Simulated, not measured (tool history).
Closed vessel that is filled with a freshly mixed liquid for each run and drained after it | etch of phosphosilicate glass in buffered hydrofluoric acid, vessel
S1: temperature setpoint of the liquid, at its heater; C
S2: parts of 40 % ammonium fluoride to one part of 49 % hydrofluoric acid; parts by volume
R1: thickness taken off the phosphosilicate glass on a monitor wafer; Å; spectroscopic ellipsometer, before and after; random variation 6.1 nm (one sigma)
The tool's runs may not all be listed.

run 1 day=0.000 | S1=23.0 S2=8.5 time_in_the_liquid_(s)=95 | R1=5486.5
run 2 day=0.308 | S1=23.0 S2=6.5 time_in_the_liquid_(s)=95 | R1=7108.4
run 3 day=0.654 | S1=23.0 S2=6.5 time_in_the_liquid_(s)=100 | R1=7666.9
run 4 day=0.842 | S1=21.5 S2=6.5 time_in_the_liquid_(s)=100 | R1=7031.4
run 5 day=1.104 | S1=21.5 S2=5.0 time_in_the_liquid_(s)=100 | R1=8753.8
run 6 day=1.358 | S1=20.5 S2=5.0 time_in_the_liquid_(s)=100 | R1=8387.4
run 7 day=1.454 | S1=20.0 S2=5.0 time_in_the_liquid_(s)=100 | R1=8084.2
run 8 day=1.762 | S1=19.5 S2=5.0 time_in_the_liquid_(s)=100 | R1=7889.6

Run 9 comes next. What will it give?
run 9 day=2.067 | S1=19.0 S2=5.0 time_in_the_liquid_(s)=100 | R1=?

R1: 7592.1 Å

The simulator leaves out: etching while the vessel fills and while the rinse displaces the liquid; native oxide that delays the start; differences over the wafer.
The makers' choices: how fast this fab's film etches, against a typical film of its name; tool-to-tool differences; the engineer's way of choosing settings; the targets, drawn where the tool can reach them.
